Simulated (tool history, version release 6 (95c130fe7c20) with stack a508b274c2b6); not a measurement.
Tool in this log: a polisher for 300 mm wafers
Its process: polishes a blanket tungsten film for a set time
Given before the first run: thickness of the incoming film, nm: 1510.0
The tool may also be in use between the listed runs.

run,hour,flow of slurry (ml/min),pressure of the wafer on the pad (kPa),speed of the pad under the wafer (m/s),abrasive content of the slurry,polishing time (s),film removed (nm)
1,0.0,250,29.0,0.88,1.0,50,259.56
2,6.1,220,29.0,0.88,1.0,50,262.07
3,11.2,220,29.0,0.88,0.9,50,254.12
4,13.0,175,29.0,0.88,0.9,50,247.79
5,17.3,175,26.9,0.88,0.9,50,233.32
6,21.1,175,29.6,0.88,0.9,50,258.34

The next listed run, before its measurement:
7,26.5,175,27.6,0.88,0.9,50,?

film removed (nm): 234.60
